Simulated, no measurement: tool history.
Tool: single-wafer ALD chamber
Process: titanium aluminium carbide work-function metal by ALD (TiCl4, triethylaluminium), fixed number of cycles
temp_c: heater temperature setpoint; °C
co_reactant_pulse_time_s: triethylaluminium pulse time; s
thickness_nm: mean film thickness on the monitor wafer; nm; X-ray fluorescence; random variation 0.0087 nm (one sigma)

run,day,temp_c,co_reactant_pulse_time_s,thickness_nm
1,0.000,290,10.04,1.8618
2,0.204,297,10.04,1.9291
3,0.388,287,10.04,1.8328
4,0.479,285,9.80,1.8338
5,0.608,292,9.80,1.8713
6,0.746,290,9.39,1.8397
7,1.042,288,9.12,1.8252
8,1.188,286,8.81,1.7985

Forecast run 9:
9,1.496,284,8.57,?

thickness_nm: 1.7743 nm

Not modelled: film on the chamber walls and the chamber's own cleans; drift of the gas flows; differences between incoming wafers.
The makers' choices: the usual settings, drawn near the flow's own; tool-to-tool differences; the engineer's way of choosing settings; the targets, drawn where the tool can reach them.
